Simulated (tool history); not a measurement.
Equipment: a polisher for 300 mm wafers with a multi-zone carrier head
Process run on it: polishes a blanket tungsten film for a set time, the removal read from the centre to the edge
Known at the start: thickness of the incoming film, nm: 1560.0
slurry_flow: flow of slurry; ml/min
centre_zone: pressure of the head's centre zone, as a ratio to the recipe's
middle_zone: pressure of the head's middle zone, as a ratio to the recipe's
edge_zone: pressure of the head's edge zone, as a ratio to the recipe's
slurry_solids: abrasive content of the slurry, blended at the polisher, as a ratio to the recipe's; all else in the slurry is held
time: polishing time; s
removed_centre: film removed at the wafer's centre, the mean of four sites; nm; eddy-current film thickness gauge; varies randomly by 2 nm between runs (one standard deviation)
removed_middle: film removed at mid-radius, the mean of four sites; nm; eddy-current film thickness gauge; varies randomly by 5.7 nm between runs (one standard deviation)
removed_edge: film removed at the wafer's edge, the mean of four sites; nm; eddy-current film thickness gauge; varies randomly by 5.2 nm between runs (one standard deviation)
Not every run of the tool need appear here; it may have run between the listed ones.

run 1 day=0 | slurry_flow=125 centre_zone=1 middle_zone=1 edge_zone=1 slurry_solids=1 time=64 | removed_centre=302.61 removed_middle=303.85 removed_edge=302.94
run 2 day=0.025 | slurry_flow=155 centre_zone=1 middle_zone=1 edge_zone=1 slurry_solids=1 time=64 | removed_centre=319.02 removed_middle=330.69 removed_edge=321.91
run 3 day=0.329 | slurry_flow=155 centre_zone=1.04 middle_zone=1 edge_zone=1 slurry_solids=1 time=64 | removed_centre=331.98 removed_middle=317.95 removed_edge=322.2
run 4 day=0.679 | slurry_flow=155 centre_zone=1.04 middle_zone=1 edge_zone=1 slurry_solids=1.2 time=64 | removed_centre=344.72 removed_middle=342.61 removed_edge=334.88
run 5 day=0.846 | slurry_flow=155 centre_zone=1.11 middle_zone=1 edge_zone=1 slurry_solids=1.2 time=64 | removed_centre=370.59 removed_middle=341.56 removed_edge=337.04
run 6 day=1.104 | slurry_flow=135 centre_zone=1.02 middle_zone=1.01 edge_zone=1.06 slurry_solids=1.25 time=66 | removed_centre=335.81 removed_middle=340.5 removed_edge=350.96

Expected results for the next run?
run 7 day=1.175 | slurry_flow=125 centre_zone=0.96 middle_zone=1.04 edge_zone=1.09 slurry_solids=1.3 time=67 | removed_centre=? removed_middle=? removed_edge=?

removed_centre: 326.33 nm
removed_middle: 365.28 nm
removed_edge: 357.76 nm

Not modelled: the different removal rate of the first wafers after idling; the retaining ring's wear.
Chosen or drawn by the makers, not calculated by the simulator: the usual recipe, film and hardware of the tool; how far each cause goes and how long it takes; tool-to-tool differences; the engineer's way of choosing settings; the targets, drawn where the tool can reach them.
